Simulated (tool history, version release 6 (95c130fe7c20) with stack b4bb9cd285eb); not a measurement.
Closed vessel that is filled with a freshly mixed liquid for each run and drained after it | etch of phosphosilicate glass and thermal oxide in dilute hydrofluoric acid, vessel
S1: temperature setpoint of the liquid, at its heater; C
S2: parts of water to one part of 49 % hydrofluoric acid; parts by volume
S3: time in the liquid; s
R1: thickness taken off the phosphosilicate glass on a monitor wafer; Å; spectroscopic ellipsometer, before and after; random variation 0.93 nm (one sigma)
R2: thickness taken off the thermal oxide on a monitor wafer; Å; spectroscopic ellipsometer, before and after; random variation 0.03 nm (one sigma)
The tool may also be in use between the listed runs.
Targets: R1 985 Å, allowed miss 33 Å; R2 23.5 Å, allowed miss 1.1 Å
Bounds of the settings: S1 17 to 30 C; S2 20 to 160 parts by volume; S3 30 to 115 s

{"run": 1, "hour": 0.0, "S1": 22, "S2": 90, "S3": 60, "R1": 1178.5, "R2": 28.517}
{"run": 2, "hour": 7.3, "S1": 21.5, "S2": 90, "S3": 60, "R1": 1165.1, "R2": 27.662}
{"run": 3, "hour": 15.3, "S1": 21.5, "S2": 75, "S3": 60, "R1": 1426.8, "R2": 34.797}
{"run": 4, "hour": 22.4, "S1": 18, "S2": 75, "S3": 60, "R1": 1235.3, "R2": 29.289}
{"run": 5, "hour": 30.4, "S1": 18, "S2": 75, "S3": 40, "R1": 810.37, "R2": 19.165}
{"run": 6, "hour": 37.9, "S1": 18, "S2": 85, "S3": 40, "R1": 713.95, "R2": 16.942}
{"run": 7, "hour": 41.7, "S1": 19, "S2": 85, "S3": 40, "R1": 734.76, "R2": 17.832}
{"run": 8, "hour": 44.0, "S1": 19, "S2": 85, "S3": 40, "R1": 732.31, "R2": 17.689}
{"run": 9, "hour": 49.7, "S1": 19.5, "S2": 85, "S3": 40, "R1": 756.85, "R2": 17.857}
{"run": 10, "hour": 53.8, "S1": 20.5, "S2": 85, "S3": 40, "R1": 806.27, "R2": 18.511}

Which of these 4 next moves meets every target?
{"run": "A", "hour": 57.9, "S1": 26.5, "S2": 95, "S3": 40, "R1": "?", "R2": "?"}
{"run": "B", "hour": 57.9, "S1": 20.5, "S2": 70, "S3": 40, "R1": "?", "R2": "?"}
{"run": "C", "hour": 57.9, "S1": 19, "S2": 80, "S3": 45, "R1": "?", "R2": "?"}
{"run": "D", "hour": 57.9, "S1": 21.5, "S2": 60, "S3": 30, "R1": "?", "R2": "?"}

move=A R1=900.31 R2=21.327
move=B R1=989.78 R2=23.447
move=C R1=904.54 R2=21.428
move=D R1=913.89 R2=21.649
A: nearer than the last run, and not there yet
B: meets every target
C: nearer than the last run, and not there yet
D: nearer than the last run, and not there yet
Move B is the one to make.

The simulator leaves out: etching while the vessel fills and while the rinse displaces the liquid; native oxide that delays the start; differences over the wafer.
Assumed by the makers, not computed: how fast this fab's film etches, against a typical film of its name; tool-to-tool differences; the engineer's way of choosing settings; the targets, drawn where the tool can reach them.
